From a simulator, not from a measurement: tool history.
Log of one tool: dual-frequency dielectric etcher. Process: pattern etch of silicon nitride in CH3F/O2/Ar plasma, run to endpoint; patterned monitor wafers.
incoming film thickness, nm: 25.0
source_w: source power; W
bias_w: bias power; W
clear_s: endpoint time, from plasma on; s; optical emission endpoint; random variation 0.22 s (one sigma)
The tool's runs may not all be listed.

run	hour	source_w	bias_w	clear_s
1	0.0	390	88	35.791
2	4.2	370	88	36.831
3	10.5	350	87	37.175
4	13.0	340	84	38.155
5	19.2	380	84	36.893
6	27.6	410	84	36.100
7	33.6	390	82	37.245
8	38.1	370	80	38.350

Forecast run 9:
9	39.9	360	79	?

{"run 9": {"clear_s": 38.706}}
